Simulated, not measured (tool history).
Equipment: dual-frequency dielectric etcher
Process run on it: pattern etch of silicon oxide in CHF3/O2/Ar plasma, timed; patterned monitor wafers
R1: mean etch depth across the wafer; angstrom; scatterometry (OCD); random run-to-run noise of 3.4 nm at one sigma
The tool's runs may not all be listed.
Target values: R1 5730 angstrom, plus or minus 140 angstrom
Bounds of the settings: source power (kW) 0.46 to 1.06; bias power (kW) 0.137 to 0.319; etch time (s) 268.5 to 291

{"run": 1, "hour": 0.0, "source power (kW)": 0.76, "bias power (kW)": 0.228, "etch time (s)": 291, "R1": 6549.5}
{"run": 2, "hour": 3.8, "source power (kW)": 0.72, "bias power (kW)": 0.224, "etch time (s)": 290.5, "R1": 6401.5}
{"run": 3, "hour": 6.1, "source power (kW)": 0.69, "bias power (kW)": 0.22, "etch time (s)": 290, "R1": 6311.4}
{"run": 4, "hour": 8.4, "source power (kW)": 0.69, "bias power (kW)": 0.22, "etch time (s)": 291, "R1": 6319}
{"run": 5, "hour": 13.1, "source power (kW)": 0.74, "bias power (kW)": 0.22, "etch time (s)": 291, "R1": 6387.8}
{"run": 6, "hour": 15.2, "source power (kW)": 0.68, "bias power (kW)": 0.22, "etch time (s)": 291, "R1": 6215.4}
{"run": 7, "hour": 24.1, "source power (kW)": 0.66, "bias power (kW)": 0.218, "etch time (s)": 290.5, "R1": 6277.7}
{"run": 8, "hour": 30.1, "source power (kW)": 0.65, "bias power (kW)": 0.21, "etch time (s)": 288.5, "R1": 6041.1}

Below are 4 possible settings for the next run. Only one of them brings all results inside the allowed miss of their targets. Which is it?
{"run": "A", "hour": 36.1, "source power (kW)": 0.72, "bias power (kW)": 0.177, "etch time (s)": 268.5, "R1": "?"}
{"run": "B", "hour": 36.1, "source power (kW)": 0.71, "bias power (kW)": 0.219, "etch time (s)": 275.5, "R1": "?"}
{"run": "C", "hour": 36.1, "source power (kW)": 0.58, "bias power (kW)": 0.246, "etch time (s)": 276.5, "R1": "?"}
{"run": "D", "hour": 36.1, "source power (kW)": 0.47, "bias power (kW)": 0.203, "etch time (s)": 291, "R1": "?"}

move=A R1=5370.2
move=B R1=6003
move=C R1=6093.9
move=D R1=5715.4
A: takes the result that was furthest off past its target
B: closer than the last run, but not yet in spec
C: lands further from the targets than the last run did
D: every result lands within tolerance
So the answer is move D, the one that meets all the targets.

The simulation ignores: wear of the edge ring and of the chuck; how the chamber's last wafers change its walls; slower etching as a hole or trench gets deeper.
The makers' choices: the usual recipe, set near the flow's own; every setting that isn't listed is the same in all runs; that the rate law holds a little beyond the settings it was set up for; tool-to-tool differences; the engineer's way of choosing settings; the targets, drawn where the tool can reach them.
